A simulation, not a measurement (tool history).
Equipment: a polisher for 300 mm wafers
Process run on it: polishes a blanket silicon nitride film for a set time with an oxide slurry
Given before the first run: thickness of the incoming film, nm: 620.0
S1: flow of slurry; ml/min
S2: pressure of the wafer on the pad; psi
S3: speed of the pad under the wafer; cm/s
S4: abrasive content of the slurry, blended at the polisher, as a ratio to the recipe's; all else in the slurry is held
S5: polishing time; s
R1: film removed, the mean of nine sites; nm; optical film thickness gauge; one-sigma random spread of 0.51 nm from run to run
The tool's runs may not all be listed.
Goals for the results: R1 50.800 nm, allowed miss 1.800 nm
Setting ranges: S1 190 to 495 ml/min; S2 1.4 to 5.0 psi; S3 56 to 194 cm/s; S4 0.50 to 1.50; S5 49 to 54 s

Run 1, day 0.000: S1 320 ml/min, S2 3.2 psi, S3 124 cm/s, S4 1.00, S5 54 s. Result: R1 42.718 nm.
Run 2, day 0.242: S1 285 ml/min, S2 3.2 psi, S3 124 cm/s, S4 1.00, S5 54 s. Result: R1 42.540 nm.
Run 3, day 0.329: S1 285 ml/min, S2 3.2 psi, S3 140 cm/s, S4 1.00, S5 54 s. Result: R1 45.788 nm.
Run 4, day 0.454: S1 285 ml/min, S2 3.2 psi, S3 120 cm/s, S4 1.00, S5 54 s. Result: R1 42.217 nm.
Run 5, day 0.779: S1 285 ml/min, S2 2.6 psi, S3 120 cm/s, S4 1.00, S5 54 s. Result: R1 34.276 nm.
Run 6, day 0.917: S1 285 ml/min, S2 1.9 psi, S3 120 cm/s, S4 1.00, S5 54 s. Result: R1 26.215 nm.
Run 7, day 0.946: S1 285 ml/min, S2 2.5 psi, S3 122 cm/s, S4 1.00, S5 54 s. Result: R1 34.032 nm.
Run 8, day 1.242: S1 285 ml/min, S2 2.9 psi, S3 124 cm/s, S4 1.00, S5 54 s. Result: R1 38.434 nm.
Run 9, day 1.525: S1 285 ml/min, S2 3.1 psi, S3 124 cm/s, S4 1.00, S5 54 s. Result: R1 41.106 nm.
Run 10, day 1.775: S1 285 ml/min, S2 3.3 psi, S3 124 cm/s, S4 1.00, S5 54 s. Result: R1 43.895 nm.
Run 11, day 2.138: S1 285 ml/min, S2 3.4 psi, S3 124 cm/s, S4 1.00, S5 54 s. Result: R1 45.188 nm.
Run 12, day 2.167: S1 285 ml/min, S2 3.5 psi, S3 124 cm/s, S4 1.00, S5 54 s. Result: R1 46.230 nm.
Run 13, day 2.350: S1 285 ml/min, S2 3.6 psi, S3 124 cm/s, S4 1.00, S5 54 s. Result: R1 48.168 nm.

Which one of the following 4 next-run settings gets every result inside its allowed miss? There is exactly one.
Run A, day 2.533: S1 300 ml/min, S2 4.1 psi, S3 138 cm/s, S4 1.05, S5 50 s. Result: R1 ?.
Run B, day 2.533: S1 270 ml/min, S2 3.2 psi, S3 154 cm/s, S4 0.95, S5 53 s. Result: R1 ?.
Run C, day 2.533: S1 225 ml/min, S2 3.5 psi, S3 164 cm/s, S4 1.00, S5 50 s. Result: R1 ?.
Run D, day 2.533: S1 275 ml/min, S2 3.5 psi, S3 146 cm/s, S4 1.10, S5 54 s. Result: R1 ?.

move      R1
   A  55.174
   B  46.604
   C  50.111
   D  53.991
A: carries the result that was furthest off beyond its target, to the other side
B: the biggest miss grows against the last run
C: every result lands within tolerance
D: carries the result that was furthest off beyond its target, to the other side
Move C is the one to make.

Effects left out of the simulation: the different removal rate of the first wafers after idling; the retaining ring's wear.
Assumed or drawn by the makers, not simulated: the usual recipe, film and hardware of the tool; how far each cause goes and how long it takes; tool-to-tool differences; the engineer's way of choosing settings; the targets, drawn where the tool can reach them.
